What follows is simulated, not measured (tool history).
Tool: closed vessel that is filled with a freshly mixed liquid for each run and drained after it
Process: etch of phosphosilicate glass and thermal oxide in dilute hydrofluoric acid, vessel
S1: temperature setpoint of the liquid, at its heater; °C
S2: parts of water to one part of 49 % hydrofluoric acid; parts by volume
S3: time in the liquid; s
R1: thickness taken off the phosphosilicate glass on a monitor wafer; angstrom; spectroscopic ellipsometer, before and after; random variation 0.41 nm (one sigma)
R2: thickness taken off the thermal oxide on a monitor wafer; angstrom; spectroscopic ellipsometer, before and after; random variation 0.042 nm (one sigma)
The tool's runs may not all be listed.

run  hour    S1   S2  S3      R1      R2
  1     0    25  240  60  357.23  10.088
  2   5.6    22  240  60  318.68  9.4071
  3  12.2    22  295  60  249.06   7.313
  4  14.8    22  355  60  194.79  5.4535
  5  16.1    22  355  85  277.41  8.1237
  6  18.6  19.5  355  85  252.81  7.3288

Run 7 comes next. What will it give?
  7  25.1  23.5  340  85   ?   ?

Run 7 gave R1 304.24 angstrom, R2 9.4426 angstrom.
